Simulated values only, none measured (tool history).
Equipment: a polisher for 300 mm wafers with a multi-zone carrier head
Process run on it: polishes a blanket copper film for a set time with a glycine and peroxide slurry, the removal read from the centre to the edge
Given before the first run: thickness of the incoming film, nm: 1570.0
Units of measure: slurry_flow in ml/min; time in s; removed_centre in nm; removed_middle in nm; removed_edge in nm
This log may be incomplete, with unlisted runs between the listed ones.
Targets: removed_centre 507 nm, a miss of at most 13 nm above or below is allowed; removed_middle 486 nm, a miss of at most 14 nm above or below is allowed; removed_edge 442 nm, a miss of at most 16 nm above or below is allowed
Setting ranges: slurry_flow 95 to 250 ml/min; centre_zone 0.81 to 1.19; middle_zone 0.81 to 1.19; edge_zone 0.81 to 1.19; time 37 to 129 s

{"run": 1, "day": 0.0, "slurry_flow": 160, "centre_zone": 1, "middle_zone": 1, "edge_zone": 1, "time": 83, "removed_centre": 342.46, "removed_middle": 345.44, "removed_edge": 341.05}
{"run": 2, "day": 0.325, "slurry_flow": 165, "centre_zone": 1.02, "middle_zone": 1.02, "edge_zone": 1.01, "time": 84, "removed_centre": 354.51, "removed_middle": 346.02, "removed_edge": 347.08}
{"run": 3, "day": 0.371, "slurry_flow": 165, "centre_zone": 1.02, "middle_zone": 0.95, "edge_zone": 1.01, "time": 84, "removed_centre": 356.29, "removed_middle": 333.27, "removed_edge": 342.64}
{"run": 4, "day": 0.4, "slurry_flow": 195, "centre_zone": 1.02, "middle_zone": 0.95, "edge_zone": 1.01, "time": 84, "removed_centre": 363.32, "removed_middle": 341.3, "removed_edge": 348.98}
{"run": 5, "day": 0.521, "slurry_flow": 200, "centre_zone": 1.03, "middle_zone": 0.97, "edge_zone": 1.01, "time": 86, "removed_centre": 379.75, "removed_middle": 357.82, "removed_edge": 364.07}
{"run": 6, "day": 0.583, "slurry_flow": 220, "centre_zone": 1.03, "middle_zone": 0.97, "edge_zone": 1.01, "time": 86, "removed_centre": 384, "removed_middle": 363.37, "removed_edge": 368.92}
{"run": 7, "day": 0.954, "slurry_flow": 220, "centre_zone": 1.04, "middle_zone": 0.99, "edge_zone": 1.01, "time": 87, "removed_centre": 395.2, "removed_middle": 370.69, "removed_edge": 365.86}
{"run": 8, "day": 1.279, "slurry_flow": 220, "centre_zone": 1.05, "middle_zone": 1.01, "edge_zone": 1.02, "time": 89, "removed_centre": 407.13, "removed_middle": 388.86, "removed_edge": 372.6}

Exactly one of the 4 candidate moves below puts every result within its allowed miss. Which one?
{"run": "A", "day": 1.604, "slurry_flow": 220, "centre_zone": 1.05, "middle_zone": 1.05, "edge_zone": 1.13, "time": 107, "removed_centre": "?", "removed_middle": "?", "removed_edge": "?"}
{"run": "B", "day": 1.604, "slurry_flow": 215, "centre_zone": 1.13, "middle_zone": 1.13, "edge_zone": 1.04, "time": 104, "removed_centre": "?", "removed_middle": "?", "removed_edge": "?"}
{"run": "C", "day": 1.604, "slurry_flow": 230, "centre_zone": 1.03, "middle_zone": 1.1, "edge_zone": 0.91, "time": 114, "removed_centre": "?", "removed_middle": "?", "removed_edge": "?"}
{"run": "D", "day": 1.604, "slurry_flow": 250, "centre_zone": 1.03, "middle_zone": 1.01, "edge_zone": 1.07, "time": 101, "removed_centre": "?", "removed_middle": "?", "removed_edge": "?"}

move=A removed_centre=487.14 removed_middle=483.1 removed_edge=473.09
move=B removed_centre=508.23 removed_middle=493.25 removed_edge=441.53
move=C removed_centre=512.6 removed_middle=535.52 removed_edge=460.68
move=D removed_centre=459.21 removed_middle=451.09 removed_edge=441.3
A: moves toward the targets from the last run without getting all of them in spec
B: in spec on every target
C: the worst result of the last run now meets its target, but another is out of spec
D: moves toward the targets from the last run without getting all of them in spec
Correct choice: B, which meets every target
